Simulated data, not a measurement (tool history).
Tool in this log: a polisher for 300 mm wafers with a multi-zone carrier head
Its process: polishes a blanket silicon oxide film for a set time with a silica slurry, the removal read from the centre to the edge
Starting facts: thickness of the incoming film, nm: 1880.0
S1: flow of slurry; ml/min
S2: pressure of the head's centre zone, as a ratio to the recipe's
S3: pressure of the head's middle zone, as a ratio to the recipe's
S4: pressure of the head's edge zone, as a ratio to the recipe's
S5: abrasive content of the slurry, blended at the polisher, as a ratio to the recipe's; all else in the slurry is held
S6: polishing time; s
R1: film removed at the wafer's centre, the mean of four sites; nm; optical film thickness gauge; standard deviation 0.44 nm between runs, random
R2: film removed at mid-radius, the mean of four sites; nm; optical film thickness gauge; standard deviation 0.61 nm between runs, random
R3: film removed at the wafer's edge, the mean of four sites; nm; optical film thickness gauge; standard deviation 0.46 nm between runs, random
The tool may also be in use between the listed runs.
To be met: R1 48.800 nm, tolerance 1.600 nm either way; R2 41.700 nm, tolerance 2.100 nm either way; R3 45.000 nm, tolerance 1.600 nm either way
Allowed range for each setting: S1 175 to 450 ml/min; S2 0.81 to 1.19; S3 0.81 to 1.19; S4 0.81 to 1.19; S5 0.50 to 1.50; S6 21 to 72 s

{"run": 1, "day": 0.0, "S1": 290, "S2": 1.0, "S3": 1.0, "S4": 1.0, "S5": 1.0, "S6": 46, "R1": 86.869, "R2": 84.086, "R3": 85.987}
{"run": 2, "day": 0.112, "S1": 290, "S2": 1.0, "S3": 0.97, "S4": 0.97, "S5": 0.85, "S6": 42, "R1": 71.339, "R2": 68.263, "R3": 69.697}
{"run": 3, "day": 0.275, "S1": 290, "S2": 1.0, "S3": 0.93, "S4": 0.95, "S5": 0.75, "S6": 40, "R1": 62.466, "R2": 60.145, "R3": 59.572}
{"run": 4, "day": 0.371, "S1": 290, "S2": 1.0, "S3": 0.93, "S4": 0.98, "S5": 0.75, "S6": 40, "R1": 61.137, "R2": 58.755, "R3": 60.152}
{"run": 5, "day": 0.575, "S1": 290, "S2": 1.02, "S3": 0.9, "S4": 0.98, "S5": 0.7, "S6": 39, "R1": 57.426, "R2": 52.844, "R3": 57.392}
{"run": 6, "day": 0.879, "S1": 240, "S2": 1.02, "S3": 0.9, "S4": 0.98, "S5": 0.7, "S6": 39, "R1": 57.009, "R2": 51.846, "R3": 56.138}
{"run": 7, "day": 1.05, "S1": 240, "S2": 1.02, "S3": 0.9, "S4": 0.98, "S5": 0.7, "S6": 39, "R1": 56.544, "R2": 50.607, "R3": 54.952}
{"run": 8, "day": 1.404, "S1": 245, "S2": 1.02, "S3": 0.84, "S4": 0.88, "S5": 0.5, "S6": 36, "R1": 38.665, "R2": 32.576, "R3": 36.596}
{"run": 9, "day": 1.45, "S1": 270, "S2": 1.04, "S3": 0.86, "S4": 0.91, "S5": 0.5, "S6": 36, "R1": 39.78, "R2": 33.372, "R3": 37.721}
{"run": 10, "day": 1.704, "S1": 270, "S2": 1.06, "S3": 0.89, "S4": 0.94, "S5": 0.5, "S6": 36, "R1": 40.952, "R2": 35.169, "R3": 37.476}
{"run": 11, "day": 1.75, "S1": 270, "S2": 1.07, "S3": 0.9, "S4": 0.97, "S5": 0.5, "S6": 36, "R1": 41.479, "R2": 35.374, "R3": 38.635}
{"run": 12, "day": 2.096, "S1": 270, "S2": 1.08, "S3": 0.91, "S4": 1.0, "S5": 0.5, "S6": 36, "R1": 41.558, "R2": 35.518, "R3": 38.535}

Consider the 4 candidate settings below. Which is the only one whose results all fall within their allowed miss of target?
{"run": "A", "day": 2.442, "S1": 310, "S2": 0.99, "S3": 0.88, "S4": 1.05, "S5": 0.6, "S6": 38, "R1": "?", "R2": "?", "R3": "?"}
{"run": "B", "day": 2.442, "S1": 345, "S2": 1.11, "S3": 0.94, "S4": 1.07, "S5": 0.5, "S6": 40, "R1": "?", "R2": "?", "R3": "?"}
{"run": "C", "day": 2.442, "S1": 300, "S2": 1.19, "S3": 0.85, "S4": 1.01, "S5": 0.5, "S6": 38, "R1": "?", "R2": "?", "R3": "?"}
{"run": "D", "day": 2.442, "S1": 285, "S2": 1.07, "S3": 0.84, "S4": 1.02, "S5": 0.55, "S6": 35, "R1": "?", "R2": "?", "R3": "?"}

move=A R1=49.926 R2=44.491 R3=50.660
move=B R1=49.707 R2=41.609 R3=45.049
move=C R1=49.869 R2=35.867 R3=41.532
move=D R1=45.322 R2=35.974 R3=42.246
A: puts the biggest miss on target and leaves a different result outside tolerance
B: all results in spec
C: puts the biggest miss on target and leaves a different result outside tolerance
D: closer than the last run, but not yet in spec
B is the move that brings every result within its allowed miss.
